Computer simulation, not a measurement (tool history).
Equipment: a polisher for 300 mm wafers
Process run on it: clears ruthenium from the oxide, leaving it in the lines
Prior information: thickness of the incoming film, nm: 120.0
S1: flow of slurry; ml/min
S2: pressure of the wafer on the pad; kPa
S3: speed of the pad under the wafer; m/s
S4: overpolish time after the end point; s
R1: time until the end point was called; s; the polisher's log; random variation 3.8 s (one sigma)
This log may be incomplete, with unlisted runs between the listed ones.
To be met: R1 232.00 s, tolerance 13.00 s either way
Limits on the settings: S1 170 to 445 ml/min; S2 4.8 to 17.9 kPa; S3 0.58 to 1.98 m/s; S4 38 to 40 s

{"run": 1, "day": 0.0, "S1": 285, "S2": 11.0, "S3": 1.28, "S4": 38, "R1": 123.67}
{"run": 2, "day": 0.271, "S1": 285, "S2": 11.0, "S3": 1.06, "S4": 38, "R1": 150.04}
{"run": 3, "day": 0.454, "S1": 285, "S2": 11.0, "S3": 1.06, "S4": 40, "R1": 146.42}
{"run": 4, "day": 0.558, "S1": 340, "S2": 11.0, "S3": 1.06, "S4": 40, "R1": 145.41}
{"run": 5, "day": 0.875, "S1": 340, "S2": 10.3, "S3": 1.06, "S4": 40, "R1": 152.45}
{"run": 6, "day": 1.021, "S1": 340, "S2": 9.7, "S3": 1.06, "S4": 40, "R1": 162.66}
{"run": 7, "day": 1.217, "S1": 340, "S2": 9.0, "S3": 1.06, "S4": 40, "R1": 177.91}
{"run": 8, "day": 1.488, "S1": 340, "S2": 8.3, "S3": 1.06, "S4": 40, "R1": 190.77}

Which of these 4 next moves meets every target?
{"run": "A", "day": 1.758, "S1": 295, "S2": 8.3, "S3": 0.88, "S4": 40, "R1": "?"}
{"run": "B", "day": 1.758, "S1": 355, "S2": 9.7, "S3": 1.3, "S4": 39, "R1": "?"}
{"run": "C", "day": 1.758, "S1": 360, "S2": 8.3, "S3": 1.38, "S4": 40, "R1": "?"}
{"run": "D", "day": 1.758, "S1": 295, "S2": 8.3, "S3": 1.2, "S4": 40, "R1": "?"}

move=A R1=230.89
move=B R1=133.46
move=C R1=145.87
move=D R1=171.29
A: hits every target within its allowed miss
B: further off than the last run
C: further off than the last run
D: further off than the last run
Answer: A
